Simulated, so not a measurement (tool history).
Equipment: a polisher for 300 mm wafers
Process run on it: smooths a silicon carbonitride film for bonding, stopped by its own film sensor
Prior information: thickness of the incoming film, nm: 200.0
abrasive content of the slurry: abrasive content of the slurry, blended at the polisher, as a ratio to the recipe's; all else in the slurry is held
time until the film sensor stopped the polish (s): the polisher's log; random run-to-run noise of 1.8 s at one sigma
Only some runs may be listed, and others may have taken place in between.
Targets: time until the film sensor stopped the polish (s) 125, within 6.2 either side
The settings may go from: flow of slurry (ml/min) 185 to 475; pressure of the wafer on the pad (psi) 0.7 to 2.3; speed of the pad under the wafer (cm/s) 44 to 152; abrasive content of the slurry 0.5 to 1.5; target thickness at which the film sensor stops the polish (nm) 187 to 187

run,hour,flow of slurry (ml/min),pressure of the wafer on the pad (psi),speed of the pad under the wafer (cm/s),abrasive content of the slurry,target thickness at which the film sensor stops the polish (nm),time until the film sensor stopped the polish (s)
1,0,305,1.5,98,1,187,75.84
2,7.3,240,1.5,98,1,187,78.87
3,15.5,265,1.5,98,1,187,75.776
4,16.1,265,1.5,98,1.15,187,71.114
5,20.4,265,1.8,98,1.15,187,58.512
6,26.3,265,1.8,98,1.15,187,59.979
7,35.1,265,1.6,94,1.15,187,68.349
8,38.7,265,1.4,92,1.15,187,79.724
9,42.4,265,1.2,90,1.15,187,92.489
10,47,265,1.1,90,1.15,187,102.17
11,50.8,265,0.8,88,1.15,187,143.44
12,55.9,265,0.8,88,1.15,187,140.22

5 next moves are on the table. One of them brings every result within its allowed miss. Which?
A,61,260,0.9,100,1.2,187,?
B,61,285,0.7,86,1.1,187,?
C,61,255,0.8,88,1.15,187,?
D,61,220,1,64,1.45,187,?
E,61,185,1,92,1.3,187,?

move,time until the film sensor stopped the polish (s)
A,108.65
B,159.84
C,136.56
D,124.6
E,103.8
A: moves the result that the last run missed by most past its target, out the other side
B: its largest miss is bigger than the last run's
C: moves toward the targets from the last run without getting all of them in spec
D: in spec on every target
E: moves the result that the last run missed by most past its target, out the other side
D is the move that brings every result within its allowed miss.
